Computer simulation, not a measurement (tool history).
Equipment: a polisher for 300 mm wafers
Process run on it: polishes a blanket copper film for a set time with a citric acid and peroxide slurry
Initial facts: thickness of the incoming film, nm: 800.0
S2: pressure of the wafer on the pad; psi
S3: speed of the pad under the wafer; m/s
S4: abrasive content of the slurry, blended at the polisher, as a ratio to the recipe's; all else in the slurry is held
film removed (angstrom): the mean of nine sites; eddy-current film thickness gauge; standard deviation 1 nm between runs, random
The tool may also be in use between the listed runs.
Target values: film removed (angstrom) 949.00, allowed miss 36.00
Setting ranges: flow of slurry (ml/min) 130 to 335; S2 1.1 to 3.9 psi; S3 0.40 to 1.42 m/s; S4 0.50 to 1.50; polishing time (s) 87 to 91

{"run": 1, "hour": 0.0, "flow of slurry (ml/min)": 215, "S2": 2.5, "S3": 0.9, "S4": 1.0, "polishing time (s)": 87, "film removed (angstrom)": 1343.0}
{"run": 2, "hour": 1.5, "flow of slurry (ml/min)": 215, "S2": 2.5, "S3": 0.9, "S4": 1.2, "polishing time (s)": 87, "film removed (angstrom)": 1386.1}
{"run": 3, "hour": 8.5, "flow of slurry (ml/min)": 215, "S2": 2.5, "S3": 0.9, "S4": 1.3, "polishing time (s)": 87, "film removed (angstrom)": 1423.7}
{"run": 4, "hour": 12.7, "flow of slurry (ml/min)": 215, "S2": 2.5, "S3": 0.72, "S4": 1.3, "polishing time (s)": 87, "film removed (angstrom)": 1137.6}
{"run": 5, "hour": 13.3, "flow of slurry (ml/min)": 215, "S2": 2.5, "S3": 0.92, "S4": 1.3, "polishing time (s)": 87, "film removed (angstrom)": 1454.4}
{"run": 6, "hour": 20.2, "flow of slurry (ml/min)": 215, "S2": 2.2, "S3": 0.92, "S4": 1.3, "polishing time (s)": 87, "film removed (angstrom)": 1304.3}
{"run": 7, "hour": 27.0, "flow of slurry (ml/min)": 215, "S2": 1.9, "S3": 0.92, "S4": 1.3, "polishing time (s)": 87, "film removed (angstrom)": 1130.2}
{"run": 8, "hour": 33.8, "flow of slurry (ml/min)": 215, "S2": 1.8, "S3": 0.92, "S4": 1.3, "polishing time (s)": 87, "film removed (angstrom)": 1050.5}
{"run": 9, "hour": 40.8, "flow of slurry (ml/min)": 215, "S2": 1.7, "S3": 0.92, "S4": 1.3, "polishing time (s)": 87, "film removed (angstrom)": 1000.5}

Which single option among these 4 for the next run brings every result within its allowed miss of target? Just one does.
{"run": "A", "hour": 47.8, "flow of slurry (ml/min)": 195, "S2": 1.9, "S3": 0.86, "S4": 1.5, "polishing time (s)": 87, "film removed (angstrom)": "?"}
{"run": "B", "hour": 47.8, "flow of slurry (ml/min)": 230, "S2": 1.6, "S3": 0.88, "S4": 1.25, "polishing time (s)": 88, "film removed (angstrom)": "?"}
{"run": "C", "hour": 47.8, "flow of slurry (ml/min)": 160, "S2": 1.8, "S3": 0.94, "S4": 1.25, "polishing time (s)": 88, "film removed (angstrom)": "?"}
{"run": "D", "hour": 47.8, "flow of slurry (ml/min)": 185, "S2": 1.6, "S3": 0.82, "S4": 1.45, "polishing time (s)": 87, "film removed (angstrom)": "?"}

move=A film_removed_(angstrom)=1056.00
move=B film_removed_(angstrom)=926.42
move=C film_removed_(angstrom)=1023.50
move=D film_removed_(angstrom)=849.16
A: its largest miss is bigger than the last run's
B: hits every target within its allowed miss
C: its largest miss is bigger than the last run's
D: carries the result that was furthest off beyond its target, to the other side
B meets every target.
